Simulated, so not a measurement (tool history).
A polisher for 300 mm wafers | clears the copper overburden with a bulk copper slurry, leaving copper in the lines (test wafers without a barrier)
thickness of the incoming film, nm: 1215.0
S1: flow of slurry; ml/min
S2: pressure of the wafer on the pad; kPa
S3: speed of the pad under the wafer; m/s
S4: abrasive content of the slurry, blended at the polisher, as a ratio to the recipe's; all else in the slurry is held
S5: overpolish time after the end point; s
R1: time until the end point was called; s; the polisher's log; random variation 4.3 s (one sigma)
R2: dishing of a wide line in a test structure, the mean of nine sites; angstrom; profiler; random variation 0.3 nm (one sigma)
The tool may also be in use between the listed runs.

{"run": 1, "day": 0.0, "S1": 260, "S2": 22.8, "S3": 1.4, "S4": 1, "S5": 8, "R1": 100.77, "R2": 552.21}
{"run": 2, "day": 0.312, "S1": 260, "S2": 20.7, "S3": 1.32, "S4": 1, "S5": 7, "R1": 112.68, "R2": 447.06}
{"run": 3, "day": 0.583, "S1": 260, "S2": 20.7, "S3": 1.04, "S4": 1, "S5": 7, "R1": 135.78, "R2": 394.88}
{"run": 4, "day": 0.608, "S1": 260, "S2": 19.3, "S3": 1, "S4": 1, "S5": 6, "R1": 141.83, "R2": 319.55}
{"run": 5, "day": 0.796, "S1": 260, "S2": 17.9, "S3": 0.94, "S4": 1, "S5": 6, "R1": 166.63, "R2": 299.87}
{"run": 6, "day": 1.058, "S1": 260, "S2": 17.2, "S3": 0.92, "S4": 1, "S5": 5, "R1": 173.08, "R2": 244.91}
{"run": 7, "day": 1.079, "S1": 260, "S2": 11, "S3": 0.88, "S4": 1, "S5": 3, "R1": 274.28, "R2": 96.567}
{"day": 1.146, "done": "slurry blender recalibrated"}
{"run": 8, "day": 1.146, "S1": 260, "S2": 11.7, "S3": 0.86, "S4": 1, "S5": 3, "R1": 250.54, "R2": 109.66}

Run 9 comes next. What will it give?
{"run": 9, "day": 1.279, "S1": 260, "S2": 12.4, "S3": 0.84, "S4": 1, "S5": 3, "R1": "?", "R2": "?"}

Run 9 gave R1 238.39 s, R2 112.62 angstrom.
